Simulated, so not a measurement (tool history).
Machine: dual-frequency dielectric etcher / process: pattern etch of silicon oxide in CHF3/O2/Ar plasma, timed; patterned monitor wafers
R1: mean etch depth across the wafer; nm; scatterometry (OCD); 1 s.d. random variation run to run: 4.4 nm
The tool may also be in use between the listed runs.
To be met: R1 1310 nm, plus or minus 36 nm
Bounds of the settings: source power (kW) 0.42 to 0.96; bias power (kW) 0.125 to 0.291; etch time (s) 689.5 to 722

{"run": 1, "hour": 0.0, "source power (kW)": 0.69, "bias power (kW)": 0.208, "etch time (s)": 689.5, "R1": 1637.4}
{"run": 2, "hour": 4.0, "source power (kW)": 0.69, "bias power (kW)": 0.208, "etch time (s)": 689.5, "R1": 1636.1}
{"run": 3, "hour": 9.2, "source power (kW)": 0.69, "bias power (kW)": 0.208, "etch time (s)": 722, "R1": 1709.9}
{"run": 4, "hour": 15.5, "source power (kW)": 0.69, "bias power (kW)": 0.208, "etch time (s)": 722, "R1": 1714.2}
{"run": 5, "hour": 18.1, "source power (kW)": 0.76, "bias power (kW)": 0.208, "etch time (s)": 722, "R1": 1762.4}
{"run": 6, "hour": 21.6, "source power (kW)": 0.72, "bias power (kW)": 0.195, "etch time (s)": 717, "R1": 1694.5}
{"run": 7, "hour": 22.2, "source power (kW)": 0.68, "bias power (kW)": 0.184, "etch time (s)": 712.5, "R1": 1624.1}
{"run": 8, "hour": 30.2, "source power (kW)": 0.65, "bias power (kW)": 0.175, "etch time (s)": 709, "R1": 1571.1}
{"run": 9, "hour": 37.7, "source power (kW)": 0.62, "bias power (kW)": 0.167, "etch time (s)": 706, "R1": 1516.4}
{"run": 10, "hour": 40.7, "source power (kW)": 0.6, "bias power (kW)": 0.161, "etch time (s)": 703.5, "R1": 1480.2}
{"run": 11, "hour": 45.6, "source power (kW)": 0.58, "bias power (kW)": 0.156, "etch time (s)": 701.5, "R1": 1447.1}
{"run": 12, "hour": 47.6, "source power (kW)": 0.45, "bias power (kW)": 0.135, "etch time (s)": 694.5, "R1": 1265.4}

4 next moves are on the table. One of them brings every result within its allowed miss. Which?
{"run": "A", "hour": 49.6, "source power (kW)": 0.43, "bias power (kW)": 0.126, "etch time (s)": 708.5, "R1": "?"}
{"run": "B", "hour": 49.6, "source power (kW)": 0.43, "bias power (kW)": 0.125, "etch time (s)": 700, "R1": "?"}
{"run": "C", "hour": 49.6, "source power (kW)": 0.45, "bias power (kW)": 0.125, "etch time (s)": 689.5, "R1": "?"}
{"run": "D", "hour": 49.6, "source power (kW)": 0.43, "bias power (kW)": 0.142, "etch time (s)": 720, "R1": "?"}

move=A R1=1240.5
move=B R1=1223.3
move=C R1=1225.1
move=D R1=1297.6
A: further off than the last run
B: further off than the last run
C: further off than the last run
D: meets every target
Correct choice: D, which meets every target
